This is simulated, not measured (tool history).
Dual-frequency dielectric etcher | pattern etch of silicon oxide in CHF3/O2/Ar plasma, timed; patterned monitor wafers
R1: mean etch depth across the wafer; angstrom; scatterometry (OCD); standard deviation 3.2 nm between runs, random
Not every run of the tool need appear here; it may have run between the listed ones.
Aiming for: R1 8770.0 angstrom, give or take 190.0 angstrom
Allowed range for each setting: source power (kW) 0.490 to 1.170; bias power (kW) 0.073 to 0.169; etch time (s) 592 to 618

Run 1, hour 0.0: source power (kW) 0.830, bias power (kW) 0.121, etch time (s) 592. Result: R1 11418.0 angstrom.
Run 2, hour 6.9: source power (kW) 0.750, bias power (kW) 0.121, etch time (s) 592. Result: R1 10857.0 angstrom.
Run 3, hour 14.2: source power (kW) 0.690, bias power (kW) 0.115, etch time (s) 592. Result: R1 10168.0 angstrom.
Run 4, hour 22.1: source power (kW) 0.640, bias power (kW) 0.113, etch time (s) 592. Result: R1 9730.5 angstrom.
Run 5, hour 23.6: source power (kW) 0.640, bias power (kW) 0.113, etch time (s) 592. Result: R1 9710.9 angstrom.
Run 6, hour 28.7: source power (kW) 0.640, bias power (kW) 0.125, etch time (s) 592. Result: R1 9938.9 angstrom.
Run 7, hour 34.3: source power (kW) 0.600, bias power (kW) 0.124, etch time (s) 592. Result: R1 9566.8 angstrom.
Run 8, hour 35.5: source power (kW) 0.570, bias power (kW) 0.123, etch time (s) 592. Result: R1 9206.0 angstrom.
Run 9, hour 42.4: source power (kW) 0.560, bias power (kW) 0.123, etch time (s) 592. Result: R1 9145.4 angstrom.
Run 10, hour 50.8: source power (kW) 0.550, bias power (kW) 0.123, etch time (s) 592. Result: R1 9012.5 angstrom.

Consider the 5 candidate settings below. Which is the only one whose results all fall within their allowed miss of target?
Run A, hour 59.2: source power (kW) 0.530, bias power (kW) 0.125, etch time (s) 618. Result: R1 ?.
Run B, hour 59.2: source power (kW) 0.580, bias power (kW) 0.100, etch time (s) 618. Result: R1 ?.
Run C, hour 59.2: source power (kW) 0.560, bias power (kW) 0.112, etch time (s) 618. Result: R1 ?.
Run D, hour 59.2: source power (kW) 0.520, bias power (kW) 0.123, etch time (s) 596. Result: R1 ?.
Run E, hour 59.2: source power (kW) 0.630, bias power (kW) 0.083, etch time (s) 618. Result: R1 ?.

move      R1
   A  9236.1
   B  9265.8
   C  9314.1
   D  8752.6
   E  9354.9
A: moves away from the targets compared with the last run
B: moves away from the targets compared with the last run
C: moves away from the targets compared with the last run
D: hits every target within its allowed miss
E: moves away from the targets compared with the last run
D is the move that brings every result within its allowed miss.

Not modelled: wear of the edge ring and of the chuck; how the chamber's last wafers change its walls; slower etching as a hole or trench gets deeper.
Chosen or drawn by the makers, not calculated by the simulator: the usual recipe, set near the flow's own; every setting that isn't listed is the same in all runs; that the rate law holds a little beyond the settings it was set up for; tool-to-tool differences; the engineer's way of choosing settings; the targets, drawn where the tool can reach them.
